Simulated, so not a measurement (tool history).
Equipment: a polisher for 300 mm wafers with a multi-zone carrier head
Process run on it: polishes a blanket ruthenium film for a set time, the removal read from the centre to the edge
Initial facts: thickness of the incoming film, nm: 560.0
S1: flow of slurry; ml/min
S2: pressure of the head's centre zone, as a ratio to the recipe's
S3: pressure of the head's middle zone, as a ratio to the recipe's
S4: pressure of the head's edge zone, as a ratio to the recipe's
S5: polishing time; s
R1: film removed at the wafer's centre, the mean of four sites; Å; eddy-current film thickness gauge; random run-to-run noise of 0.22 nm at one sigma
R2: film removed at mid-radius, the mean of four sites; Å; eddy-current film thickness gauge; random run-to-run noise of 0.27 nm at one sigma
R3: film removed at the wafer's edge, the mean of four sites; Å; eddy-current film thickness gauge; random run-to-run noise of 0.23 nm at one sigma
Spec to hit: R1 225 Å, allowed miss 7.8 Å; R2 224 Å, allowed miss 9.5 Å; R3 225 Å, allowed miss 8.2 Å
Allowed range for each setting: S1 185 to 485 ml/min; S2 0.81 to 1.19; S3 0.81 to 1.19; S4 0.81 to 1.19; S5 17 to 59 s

run	hour	S1	S2	S3	S4	S5	R1	R2	R3
1	0	310	1	1	1	38	282.61	282.31	280.8
2	4.3	310	0.96	1	1	38	269.01	287.63	281.62
3	10.8	310	0.96	1	1	42	296.42	315.5	317.9
4	14.5	310	0.96	1	1	37	264.36	278.73	276.29
5	20.6	310	0.96	1	1	33	233.71	244.84	248.86
6	23.7	275	0.96	1	1	33	229.34	248.03	249.29
7	31.8	285	0.96	0.99	0.97	32	227.71	237.8	233.72
8	32.4	275	0.95	0.94	0.94	31	213.27	217.99	226.6

4 candidate next runs follow, results not yet known. Just one meets every target within its allowed miss. Identify it.
A	33	295	0.95	0.92	0.88	32	?	?	?
B	33	255	0.91	0.9	0.93	31	?	?	?
C	33	290	0.81	1	0.94	34	?	?	?
D	33	240	0.89	0.82	1.08	32	?	?	?

move	R1	R2	R3
A	222.84	225.05	220.7
B	203.02	210.69	216.71
C	201.31	256.15	241.15
D	203.11	199.92	239.38
A: all results in spec
B: lands further from the targets than the last run did
C: lands further from the targets than the last run did
D: lands further from the targets than the last run did
The right move is A.
